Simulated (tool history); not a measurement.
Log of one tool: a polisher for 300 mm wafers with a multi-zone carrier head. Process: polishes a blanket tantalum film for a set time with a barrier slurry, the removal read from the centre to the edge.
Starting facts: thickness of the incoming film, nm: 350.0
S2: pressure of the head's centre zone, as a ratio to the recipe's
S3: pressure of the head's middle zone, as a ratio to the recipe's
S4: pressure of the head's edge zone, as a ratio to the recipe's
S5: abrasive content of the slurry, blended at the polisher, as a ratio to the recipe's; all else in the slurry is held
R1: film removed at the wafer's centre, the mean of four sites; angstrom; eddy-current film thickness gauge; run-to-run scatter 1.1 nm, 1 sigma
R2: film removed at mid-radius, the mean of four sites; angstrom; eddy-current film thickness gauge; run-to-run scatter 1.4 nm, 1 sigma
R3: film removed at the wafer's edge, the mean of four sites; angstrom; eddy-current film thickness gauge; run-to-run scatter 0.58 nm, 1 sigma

Run 1, hour 0.0: flow of slurry (ml/min) 245, S2 1.00, S3 1.00, S4 1.00, S5 1.0, polishing time (s) 75. Result: R1 689.92 angstrom, R2 708.63 angstrom, R3 695.23 angstrom.
Run 2, hour 8.9: flow of slurry (ml/min) 255, S2 1.00, S3 1.05, S4 1.04, S5 1.1, polishing time (s) 75. Result: R1 707.42 angstrom, R2 759.10 angstrom, R3 731.64 angstrom.
Run 3, hour 14.0: flow of slurry (ml/min) 255, S2 1.00, S3 1.05, S4 1.04, S5 1.1, polishing time (s) 92. Result: R1 867.56 angstrom, R2 944.29 angstrom, R3 914.74 angstrom.
Run 4, hour 17.3: flow of slurry (ml/min) 255, S2 1.00, S3 1.05, S4 1.01, S5 1.1, polishing time (s) 92. Result: R1 866.97 angstrom, R2 960.26 angstrom, R3 890.46 angstrom.
Run 5, hour 19.8: flow of slurry (ml/min) 255, S2 1.07, S3 1.05, S4 1.01, S5 1.1, polishing time (s) 92. Result: R1 917.51 angstrom, R2 941.67 angstrom, R3 892.31 angstrom.
Run 6, hour 25.4: flow of slurry (ml/min) 255, S2 1.07, S3 1.05, S4 1.01, S5 1.0, polishing time (s) 92. Result: R1 906.03 angstrom, R2 912.78 angstrom, R3 861.26 angstrom.

Run 7 has not been measured yet. What should we expect?
Run 7, hour 27.8: flow of slurry (ml/min) 245, S2 1.03, S3 1.05, S4 1.00, S5 1.0, polishing time (s) 92. Result: R1 ?, R2 ?, R3 ?.

{"run 7": {"R1": 865.22, "R2": 899.69, "R3": 851.64}}
